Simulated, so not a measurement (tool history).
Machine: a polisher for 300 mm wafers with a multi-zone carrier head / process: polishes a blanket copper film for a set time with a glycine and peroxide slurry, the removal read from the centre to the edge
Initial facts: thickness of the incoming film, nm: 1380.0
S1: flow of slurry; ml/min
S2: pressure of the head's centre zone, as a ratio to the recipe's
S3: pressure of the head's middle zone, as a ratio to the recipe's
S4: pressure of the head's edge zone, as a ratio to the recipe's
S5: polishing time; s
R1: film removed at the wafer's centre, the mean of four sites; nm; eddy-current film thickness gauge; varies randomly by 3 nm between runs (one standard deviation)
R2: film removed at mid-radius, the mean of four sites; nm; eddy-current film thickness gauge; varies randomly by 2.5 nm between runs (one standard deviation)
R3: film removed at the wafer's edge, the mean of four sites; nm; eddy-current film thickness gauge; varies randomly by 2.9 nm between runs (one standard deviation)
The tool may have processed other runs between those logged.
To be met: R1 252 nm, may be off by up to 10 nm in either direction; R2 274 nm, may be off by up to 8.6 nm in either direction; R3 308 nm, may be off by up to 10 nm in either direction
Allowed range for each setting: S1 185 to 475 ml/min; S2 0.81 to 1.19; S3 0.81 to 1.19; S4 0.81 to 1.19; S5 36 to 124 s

run 1 day=0 | S1=305 S2=1 S3=1 S4=1 S5=79 | R1=320.23 R2=335.86 R3=330.25
run 2 day=0.129 | S1=305 S2=1 S3=1.07 S4=1 S5=79 | R1=327.22 R2=351.9 R3=331.64
run 3 day=0.433 | S1=295 S2=0.97 S3=1 S4=1.01 S5=77 | R1=309.87 R2=326.72 R3=323.57
run 4 day=0.525 | S1=295 S2=1.01 S3=1 S4=1.01 S5=77 | R1=323.28 R2=324.81 R3=317.77
run 5 day=0.796 | S1=295 S2=1.01 S3=1 S4=0.98 S5=77 | R1=323.32 R2=325.06 R3=318.71
run 6 day=1.054 | S1=295 S2=1.01 S3=1 S4=0.98 S5=64 | R1=275.05 R2=273.73 R3=265.79
run 7 day=1.129 | S1=305 S2=0.97 S3=0.97 S4=1.04 S5=65 | R1=265.9 R2=268.53 R3=275.6
run 8 day=1.188 | S1=310 S2=0.94 S3=0.96 S4=1.08 S5=66 | R1=259.5 R2=273.87 R3=288.6

Pick the move, out of 4, that brings all results within their allowed miss; only one does.
run A day=1.246 | S1=320 S2=0.92 S3=0.94 S4=1.11 S5=74 | R1=? R2=? R3=?
run B day=1.246 | S1=260 S2=0.88 S3=1.03 S4=1.08 S5=71 | R1=? R2=? R3=?
run C day=1.246 | S1=310 S2=0.93 S3=0.85 S4=1.19 S5=73 | R1=? R2=? R3=?
run D day=1.246 | S1=275 S2=0.84 S3=0.88 S4=1.04 S5=73 | R1=? R2=? R3=?

move=A R1=278.13 R2=300.57 R3=327.8
move=B R1=248.81 R2=304.34 R3=304.36
move=C R1=276.23 R2=271.85 R3=334.78
move=D R1=245.7 R2=276.24 R3=309.34
A: pushes the last run's worst result past its target
B: the worst result of the last run now meets its target, but another is out of spec
C: pushes the last run's worst result past its target
D: all results land within tolerance of their targets
The right move is D.
